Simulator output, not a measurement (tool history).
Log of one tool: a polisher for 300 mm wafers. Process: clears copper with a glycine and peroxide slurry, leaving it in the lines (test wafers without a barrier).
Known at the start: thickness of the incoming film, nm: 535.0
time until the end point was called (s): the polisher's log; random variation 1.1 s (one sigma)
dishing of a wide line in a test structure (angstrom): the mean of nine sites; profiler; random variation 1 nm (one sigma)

run,hour,flow of slurry (ml/min),pressure of the wafer on the pad (kPa),speed of the pad under the wafer (m/s),overpolish time after the end point (s),time until the end point was called (s),dishing of a wide line in a test structure (angstrom)
1,0,260,13.8,0.84,16,141.06,319.32
2,0.7,260,14.5,0.84,17,139.41,310.06
3,7.3,260,14.5,0.84,14,139.31,290.24
4,10.9,260,14.5,0.84,15,139.7,309.18
5,18.4,260,15.2,0.84,16,134.31,308.95
6,24.4,260,15.2,1.02,16,116.13,362.95
7,27.8,260,15.2,1.02,17,117.95,369.63
8,36.1,260,15.2,1.02,18,115.43,387.38

Run 9 comes next. What will it give?
9,44.1,260,14.5,1.02,20,?,?

time until the end point was called (s): 121
dishing of a wide line in a test structure (angstrom): 399.98
